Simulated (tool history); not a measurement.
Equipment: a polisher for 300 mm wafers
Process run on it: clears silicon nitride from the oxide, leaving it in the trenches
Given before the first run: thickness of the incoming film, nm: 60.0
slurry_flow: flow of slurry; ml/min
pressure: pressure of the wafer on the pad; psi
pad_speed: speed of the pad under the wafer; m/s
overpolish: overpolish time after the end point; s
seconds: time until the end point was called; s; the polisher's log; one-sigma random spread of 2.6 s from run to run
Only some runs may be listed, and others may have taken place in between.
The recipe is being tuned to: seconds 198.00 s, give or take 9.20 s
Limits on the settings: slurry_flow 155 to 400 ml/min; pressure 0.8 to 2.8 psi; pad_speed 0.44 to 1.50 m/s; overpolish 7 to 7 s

| run | day | slurry_flow | pressure | pad_speed | overpolish | seconds |
|---|---|---|---|---|---|---|
| 1 | 0.000 | 255 | 1.8 | 0.96 | 7 | 111.87 |
| 2 | 0.021 | 220 | 1.8 | 0.96 | 7 | 109.07 |
| 3 | 0.125 | 220 | 1.6 | 0.94 | 7 | 126.90 |
| 4 | 0.167 | 220 | 1.6 | 0.80 | 7 | 149.50 |
| 5 | 0.496 | 220 | 1.5 | 0.80 | 7 | 157.67 |
| 6 | 0.804 | 175 | 1.5 | 0.80 | 7 | 165.68 |
| 7 | 1.021 | 175 | 1.4 | 0.80 | 7 | 168.38 |
| 8 | 1.142 | 175 | 1.3 | 0.80 | 7 | 186.31 |

Which of these 5 next moves meets every target?
| A | 1.262 | 165 | 1.4 | 0.84 | 7 | ? |
| B | 1.262 | 220 | 1.3 | 0.84 | 7 | ? |
| C | 1.262 | 170 | 1.4 | 0.80 | 7 | ? |
| D | 1.262 | 185 | 1.4 | 0.80 | 7 | ? |
| E | 1.262 | 190 | 1.4 | 0.68 | 7 | ? |

| move | seconds |
|---|---|
| A | 168.69 |
| B | 171.59 |
| C | 175.82 |
| D | 173.18 |
| E | 201.57 |
A: misses by more than the last run did
B: misses by more than the last run did
C: misses by more than the last run did
D: misses by more than the last run did
E: every result lands within tolerance
Answer: E
